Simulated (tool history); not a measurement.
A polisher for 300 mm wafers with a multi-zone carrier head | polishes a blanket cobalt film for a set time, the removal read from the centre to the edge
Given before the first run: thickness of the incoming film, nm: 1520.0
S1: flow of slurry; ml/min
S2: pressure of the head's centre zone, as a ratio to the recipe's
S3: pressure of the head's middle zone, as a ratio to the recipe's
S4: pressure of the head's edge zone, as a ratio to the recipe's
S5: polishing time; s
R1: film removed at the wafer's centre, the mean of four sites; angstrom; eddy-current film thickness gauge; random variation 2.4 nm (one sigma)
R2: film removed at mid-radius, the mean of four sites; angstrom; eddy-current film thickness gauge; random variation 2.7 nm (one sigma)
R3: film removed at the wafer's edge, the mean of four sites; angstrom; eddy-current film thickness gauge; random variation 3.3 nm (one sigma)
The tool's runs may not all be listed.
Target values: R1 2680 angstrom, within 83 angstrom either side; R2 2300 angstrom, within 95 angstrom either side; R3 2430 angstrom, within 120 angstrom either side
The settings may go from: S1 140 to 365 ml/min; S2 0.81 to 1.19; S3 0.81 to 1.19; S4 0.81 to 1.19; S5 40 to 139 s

Run 1, day 0: S1 235 ml/min, S2 1, S3 1, S4 1, S5 89 s. Result: R1 3224.9 angstrom, R2 3286.7 angstrom, R3 3236.9 angstrom.
Run 2, day 0.142: S1 235 ml/min, S2 1, S3 1.06, S4 1, S5 89 s. Result: R1 3224.4 angstrom, R2 3388.6 angstrom, R3 3302.3 angstrom.
Run 3, day 0.162: S1 235 ml/min, S2 1, S3 1.06, S4 1.04, S5 89 s. Result: R1 3236.4 angstrom, R2 3429.5 angstrom, R3 3283.1 angstrom.
Run 4, day 0.3: S1 235 ml/min, S2 1.02, S3 1.02, S4 1.04, S5 83 s. Result: R1 3062 angstrom, R2 3126.9 angstrom, R3 3010.1 angstrom.
Run 5, day 0.346: S1 235 ml/min, S2 1.02, S3 1.02, S4 1.04, S5 98 s. Result: R1 3656.3 angstrom, R2 3614.2 angstrom, R3 3599.7 angstrom.
Run 6, day 0.446: S1 225 ml/min, S2 1.03, S3 0.97, S4 1.04, S5 91 s. Result: R1 3338.3 angstrom, R2 3196.8 angstrom, R3 3326.8 angstrom.
Run 7, day 0.808: S1 235 ml/min, S2 1.05, S3 0.95, S4 1.04, S5 84 s. Result: R1 3161 angstrom, R2 2943.5 angstrom, R3 3095.4 angstrom.
Run 8, day 1: S1 235 ml/min, S2 1.07, S3 0.94, S4 1.03, S5 79 s. Result: R1 3016.9 angstrom, R2 2738.1 angstrom, R3 2926.9 angstrom.
Run 9, day 1.342: S1 235 ml/min, S2 1.09, S3 0.94, S4 1.02, S5 75 s. Result: R1 2886.9 angstrom, R2 2537.7 angstrom, R3 2709.7 angstrom.
Run 10, day 1.712: S1 225 ml/min, S2 1.09, S3 0.94, S4 1, S5 74 s. Result: R1 2878.9 angstrom, R2 2554.2 angstrom, R3 2682.3 angstrom.
Run 11, day 2.058: S1 220 ml/min, S2 1.09, S3 0.93, S4 0.99, S5 72 s. Result: R1 2769.4 angstrom, R2 2445.2 angstrom, R3 2587.7 angstrom.

5 next moves are on the table. One of them brings every result within its allowed miss. Which?
Run A, day 2.404: S1 265 ml/min, S2 1.14, S3 0.82, S4 1.01, S5 66 s. Result: R1 ?, R2 ?, R3 ?.
Run B, day 2.404: S1 205 ml/min, S2 1.18, S3 0.87, S4 1.07, S5 73 s. Result: R1 ?, R2 ?, R3 ?.
Run C, day 2.404: S1 175 ml/min, S2 1.06, S3 0.94, S4 0.85, S5 74 s. Result: R1 ?, R2 ?, R3 ?.
Run D, day 2.404: S1 195 ml/min, S2 1.04, S3 0.86, S4 0.85, S5 74 s. Result: R1 ?, R2 ?, R3 ?.
Run E, day 2.404: S1 205 ml/min, S2 0.93, S3 0.86, S4 1.05, S5 72 s. Result: R1 ?, R2 ?, R3 ?.

move      R1      R2      R3
   A  2715.8  2072.2  2378.3
   B  2965.7    2323  2634.5
   C  2696.5  2445.4  2345.7
   D  2715.8  2315.7  2381.6
   E  2463.1  2271.6  2574.5
A: takes the biggest miss from the last run beyond its target
B: corrects the largest miss of the last run, while another result sits out of spec
C: about the same distance from the targets as the last run
D: all results land within tolerance of their targets
E: corrects the largest miss of the last run, while another result sits out of spec
So the answer is move D, the one that meets all the targets.

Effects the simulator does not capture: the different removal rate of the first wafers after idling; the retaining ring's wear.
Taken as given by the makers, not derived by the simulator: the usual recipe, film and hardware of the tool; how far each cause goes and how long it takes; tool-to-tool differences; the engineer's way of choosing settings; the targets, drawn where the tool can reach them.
